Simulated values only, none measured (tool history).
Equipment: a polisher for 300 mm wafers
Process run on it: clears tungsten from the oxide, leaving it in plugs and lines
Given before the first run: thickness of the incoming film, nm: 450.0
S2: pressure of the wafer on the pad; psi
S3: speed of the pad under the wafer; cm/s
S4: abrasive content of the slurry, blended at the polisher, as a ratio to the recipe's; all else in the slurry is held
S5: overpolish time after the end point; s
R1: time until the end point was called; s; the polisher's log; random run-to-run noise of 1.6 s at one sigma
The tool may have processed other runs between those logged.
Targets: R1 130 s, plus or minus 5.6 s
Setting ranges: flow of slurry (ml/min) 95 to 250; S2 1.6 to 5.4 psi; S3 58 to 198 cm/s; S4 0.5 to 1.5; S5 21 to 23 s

run 1 hour=0 | flow_of_slurry_(ml/min)=160 S2=3.5 S3=128 S4=1 S5=21 | R1=97.873
run 2 hour=3.3 | flow_of_slurry_(ml/min)=160 S2=3.4 S3=128 S4=1 S5=21 | R1=100.07
run 3 hour=5.6 | flow_of_slurry_(ml/min)=160 S2=3.3 S3=128 S4=1 S5=21 | R1=103.21
run 4 hour=6.2 | flow_of_slurry_(ml/min)=160 S2=3.3 S3=128 S4=1 S5=23 | R1=100.28
run 5 hour=13.6 | flow_of_slurry_(ml/min)=160 S2=3.2 S3=128 S4=1 S5=23 | R1=105.99
run 6 hour=14.3 | flow_of_slurry_(ml/min)=160 S2=3.1 S3=128 S4=1 S5=23 | R1=108.55
run 7 hour=17.6 | flow_of_slurry_(ml/min)=160 S2=3 S3=128 S4=1 S5=23 | R1=111.18
run 8 hour=25.9 | flow_of_slurry_(ml/min)=160 S2=2.9 S3=128 S4=1 S5=23 | R1=116.57

Pick the move, out of 4, that brings all results within their allowed miss; only one does.
run A hour=34.2 | flow_of_slurry_(ml/min)=140 S2=3.1 S3=128 S4=0.9 S5=23 | R1=?
run B hour=34.2 | flow_of_slurry_(ml/min)=220 S2=2.4 S3=138 S4=0.8 S5=23 | R1=?
run C hour=34.2 | flow_of_slurry_(ml/min)=195 S2=2.8 S3=140 S4=0.9 S5=23 | R1=?
run D hour=34.2 | flow_of_slurry_(ml/min)=180 S2=3.1 S3=126 S4=0.9 S5=21 | R1=?

move=A R1=116.54
move=B R1=133.12
move=C R1=111.32
move=D R1=113.13
A: about the same distance from the targets as the last run
B: all results in spec
C: misses by more than the last run did
D: misses by more than the last run did
The right move is B.

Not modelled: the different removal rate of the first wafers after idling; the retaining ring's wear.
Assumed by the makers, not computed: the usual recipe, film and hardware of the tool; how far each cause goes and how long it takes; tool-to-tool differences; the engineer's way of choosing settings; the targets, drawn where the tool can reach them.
